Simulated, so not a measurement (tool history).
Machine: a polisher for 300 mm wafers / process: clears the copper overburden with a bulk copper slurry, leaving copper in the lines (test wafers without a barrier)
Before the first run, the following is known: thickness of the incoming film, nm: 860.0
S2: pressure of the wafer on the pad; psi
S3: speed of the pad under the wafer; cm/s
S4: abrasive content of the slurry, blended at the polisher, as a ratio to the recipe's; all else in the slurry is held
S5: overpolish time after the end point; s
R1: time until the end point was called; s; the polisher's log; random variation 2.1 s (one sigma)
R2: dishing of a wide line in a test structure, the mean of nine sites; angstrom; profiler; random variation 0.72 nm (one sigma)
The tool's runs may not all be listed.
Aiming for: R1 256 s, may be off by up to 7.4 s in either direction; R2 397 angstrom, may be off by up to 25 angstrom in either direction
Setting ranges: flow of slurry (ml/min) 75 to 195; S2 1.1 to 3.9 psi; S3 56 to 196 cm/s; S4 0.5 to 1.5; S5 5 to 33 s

Run 1, day 0: flow of slurry (ml/min) 125, S2 2.5 psi, S3 126 cm/s, S4 1, S5 17 s. Result: R1 92.126 s, R2 473.7 angstrom.
Run 2, day 0.092: flow of slurry (ml/min) 125, S2 2.5 psi, S3 126 cm/s, S4 1, S5 21 s. Result: R1 93.995 s, R2 486.55 angstrom.
Run 3, day 0.221: flow of slurry (ml/min) 125, S2 2.5 psi, S3 126 cm/s, S4 1, S5 15 s. Result: R1 94.114 s, R2 470.39 angstrom.
Run 4, day 0.583: flow of slurry (ml/min) 125, S2 2 psi, S3 126 cm/s, S4 1, S5 15 s. Result: R1 115.5 s, R2 428.96 angstrom.
Run 5, day 0.946: flow of slurry (ml/min) 125, S2 1.4 psi, S3 126 cm/s, S4 1, S5 15 s. Result: R1 162.66 s, R2 372.84 angstrom.
Run 6, day 0.971: flow of slurry (ml/min) 125, S2 1.4 psi, S3 126 cm/s, S4 1.1, S5 15 s. Result: R1 158.63 s, R2 383.5 angstrom.
Run 7, day 1.1: flow of slurry (ml/min) 125, S2 1.4 psi, S3 126 cm/s, S4 1.1, S5 15 s. Result: R1 159.96 s, R2 386.29 angstrom.
Run 8, day 1.329: flow of slurry (ml/min) 115, S2 1.3 psi, S3 116 cm/s, S4 1.15, S5 18 s. Result: R1 185.77 s, R2 381.14 angstrom.
Run 9, day 1.508: flow of slurry (ml/min) 110, S2 1.2 psi, S3 110 cm/s, S4 1.2, S5 22 s. Result: R1 213.94 s, R2 377.76 angstrom.
Run 10, day 1.6: flow of slurry (ml/min) 110, S2 1.2 psi, S3 108 cm/s, S4 1.25, S5 25 s. Result: R1 212.51 s, R2 398.18 angstrom.
Run 11, day 1.812: flow of slurry (ml/min) 85, S2 1.1 psi, S3 90 cm/s, S4 1.25, S5 27 s. Result: R1 296.95 s, R2 352.01 angstrom.
Run 12, day 1.896: flow of slurry (ml/min) 95, S2 1.1 psi, S3 90 cm/s, S4 1.25, S5 28 s. Result: R1 286.3 s, R2 371.23 angstrom.
Run 13, day 2.108: flow of slurry (ml/min) 105, S2 1.1 psi, S3 90 cm/s, S4 1.25, S5 28 s. Result: R1 279.18 s, R2 368.94 angstrom.
Run 14, day 2.433: flow of slurry (ml/min) 115, S2 1.1 psi, S3 90 cm/s, S4 1.25, S5 29 s. Result: R1 273.86 s, R2 378.72 angstrom.

4 candidate next runs follow, results not yet known. Just one meets every target within its allowed miss. Identify it.
Run A, day 2.758: flow of slurry (ml/min) 130, S2 1.2 psi, S3 94 cm/s, S4 1.1, S5 30 s. Result: R1 ?, R2 ?.
Run B, day 2.758: flow of slurry (ml/min) 105, S2 1.3 psi, S3 90 cm/s, S4 1.2, S5 28 s. Result: R1 ?, R2 ?.
Run C, day 2.758: flow of slurry (ml/min) 80, S2 1.6 psi, S3 80 cm/s, S4 1.3, S5 25 s. Result: R1 ?, R2 ?.
Run D, day 2.758: flow of slurry (ml/min) 85, S2 1.5 psi, S3 76 cm/s, S4 1.4, S5 28 s. Result: R1 ?, R2 ?.

move      R1      R2
   A  245.81   403.3
   B  245.52  401.28
   C  241.61  400.47
   D  259.74   402.4
A: pushes the last run's worst result past its target
B: pushes the last run's worst result past its target
C: pushes the last run's worst result past its target
D: every result lands within tolerance
So the answer is move D, the one that meets all the targets.
